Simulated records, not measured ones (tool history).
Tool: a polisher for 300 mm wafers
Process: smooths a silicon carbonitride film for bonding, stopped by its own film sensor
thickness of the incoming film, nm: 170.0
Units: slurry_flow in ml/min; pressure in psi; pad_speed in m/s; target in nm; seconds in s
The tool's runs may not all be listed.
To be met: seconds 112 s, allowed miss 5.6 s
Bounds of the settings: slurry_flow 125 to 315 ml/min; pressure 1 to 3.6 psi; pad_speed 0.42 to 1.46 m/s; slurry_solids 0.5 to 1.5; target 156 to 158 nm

| run | hour | slurry_flow | pressure | pad_speed | slurry_solids | target | seconds |
|---|---|---|---|---|---|---|---|
| 1 | 0 | 205 | 2.3 | 0.94 | 1 | 156 | 62.878 |
| 2 | 5.7 | 205 | 2.2 | 0.94 | 1 | 156 | 65.675 |
| 3 | 9.7 | 205 | 2.2 | 0.94 | 1 | 156 | 65.193 |
| 4 | 14.1 | 205 | 2.2 | 0.94 | 1 | 156 | 63.646 |
| 5 | 22.1 | 205 | 2.2 | 0.94 | 1 | 158 | 54.825 |
| 6 | 30.3 | 205 | 2.1 | 0.9 | 1 | 158 | 60.58 |
| 7 | 34.6 | 205 | 2 | 0.88 | 1 | 158 | 63.643 |
| 8 | 42.4 | 205 | 1.9 | 0.86 | 1 | 158 | 66.428 |
| 9 | 45.8 | 205 | 1.8 | 0.82 | 1 | 158 | 70.89 |
| 10 | 46.7 | 205 | 1.7 | 0.8 | 1 | 158 | 71.795 |
| 11 | 53.1 | 205 | 1.6 | 0.76 | 1 | 158 | 77.795 |
| 12 | 56.6 | 205 | 1.6 | 0.76 | 1 | 158 | 82.514 |
| 13 | 59.2 | 205 | 1.5 | 0.74 | 1 | 158 | 85.128 |
| 14 | 64.3 | 205 | 1 | 0.62 | 0.95 | 158 | 122.04 |

5 next moves are on the table. One of them brings every result within its allowed miss. Which?
| A | 69.4 | 205 | 1 | 0.7 | 1 | 156 | ? |
| B | 69.4 | 130 | 1.2 | 0.6 | 0.9 | 158 | ? |
| C | 69.4 | 150 | 1 | 0.94 | 1.05 | 157 | ? |
| D | 69.4 | 160 | 1 | 0.72 | 0.95 | 158 | ? |
| E | 69.4 | 240 | 1 | 0.62 | 0.9 | 158 | ? |

| move | seconds |
|---|---|
| A | 127.27 |
| B | 125.54 |
| C | 94.977 |
| D | 112.41 |
| E | 124.06 |
A: further off than the last run
B: further off than the last run
C: takes the result that was furthest off past its target
D: meets every target
E: further off than the last run
Answer: D
